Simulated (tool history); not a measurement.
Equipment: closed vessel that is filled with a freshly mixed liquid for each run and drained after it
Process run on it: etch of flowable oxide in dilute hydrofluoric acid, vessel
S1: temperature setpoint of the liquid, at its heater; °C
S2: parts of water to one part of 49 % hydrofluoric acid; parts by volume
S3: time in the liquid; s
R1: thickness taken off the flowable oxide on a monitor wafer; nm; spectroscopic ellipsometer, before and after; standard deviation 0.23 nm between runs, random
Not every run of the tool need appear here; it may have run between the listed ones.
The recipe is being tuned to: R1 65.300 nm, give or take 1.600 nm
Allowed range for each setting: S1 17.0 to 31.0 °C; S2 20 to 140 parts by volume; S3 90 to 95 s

run  hour    S1  S2  S3      R1
  1   0.0  23.0  75  90  40.648
  2   2.9  25.5  70  90  48.612
  3   6.7  25.5  70  90  48.291
  4  12.6  25.5  70  95  51.006
  5  20.1  25.5  70  95  51.104
  6  23.6  27.0  70  95  53.971
  7  31.7  31.0  65  95  68.871
  8  33.0  30.5  65  95  67.340

4 candidate next runs follow, results not yet known. Just one meets every target within its allowed miss. Identify it.
  A  34.3  29.5  65  90   ?
  B  34.3  30.5  60  90   ?
  C  34.3  29.5  65  95   ?
  D  34.3  30.0  65  90   ?

move      R1
   A  61.441
   B  69.716
   C  64.854
   D  62.644
A: the result that was furthest off in the last run now lies on the other side of its target
B: further off than the last run
C: meets every target
D: the result that was furthest off in the last run now lies on the other side of its target
Correct choice: C, which meets every target
